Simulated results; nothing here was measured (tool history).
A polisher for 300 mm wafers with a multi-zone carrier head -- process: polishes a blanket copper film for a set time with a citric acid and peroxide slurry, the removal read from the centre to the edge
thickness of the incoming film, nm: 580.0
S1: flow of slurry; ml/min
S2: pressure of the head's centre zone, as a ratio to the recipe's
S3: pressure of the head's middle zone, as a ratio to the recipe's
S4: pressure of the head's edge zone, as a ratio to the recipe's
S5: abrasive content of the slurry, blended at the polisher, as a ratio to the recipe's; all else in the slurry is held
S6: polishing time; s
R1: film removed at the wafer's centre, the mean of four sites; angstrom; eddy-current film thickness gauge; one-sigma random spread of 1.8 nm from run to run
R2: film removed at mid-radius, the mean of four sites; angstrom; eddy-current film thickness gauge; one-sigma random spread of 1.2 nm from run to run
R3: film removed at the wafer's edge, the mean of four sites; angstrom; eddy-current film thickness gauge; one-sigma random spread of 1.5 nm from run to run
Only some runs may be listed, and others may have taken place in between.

run	hour	S1	S2	S3	S4	S5	S6	R1	R2	R3
1	0	305	1	1	1	1	53	1073.9	1065.6	1103.3
2	1.5	305	1	0.95	1	1	53	1082.1	1018.4	1084.7
3	4.7	315	1.04	1	0.99	1.05	53	1144.1	1083.9	1098.9
4	12	240	1.04	1	0.99	1.05	53	1108.1	1034.6	1101
5	20.3	240	0.98	1	0.99	1.05	53	1059.8	1054.7	1100.2
6	28.6	240	0.98	0.96	0.99	1.05	53	1055.7	1008.2	1103.2
7	29.4	255	1.02	1	0.99	1.15	53	1093.1	1098.1	1108.7
8	34.7	265	1.05	1.02	0.99	1.15	54	1188.9	1107.2	1135.1

What does the tool deliver on the next run?
9	42.4	275	1.06	1.05	0.99	1.2	54	?	?	?

{"run 9": {"R1": 1187.2, "R2": 1172.3, "R3": 1156.4}}

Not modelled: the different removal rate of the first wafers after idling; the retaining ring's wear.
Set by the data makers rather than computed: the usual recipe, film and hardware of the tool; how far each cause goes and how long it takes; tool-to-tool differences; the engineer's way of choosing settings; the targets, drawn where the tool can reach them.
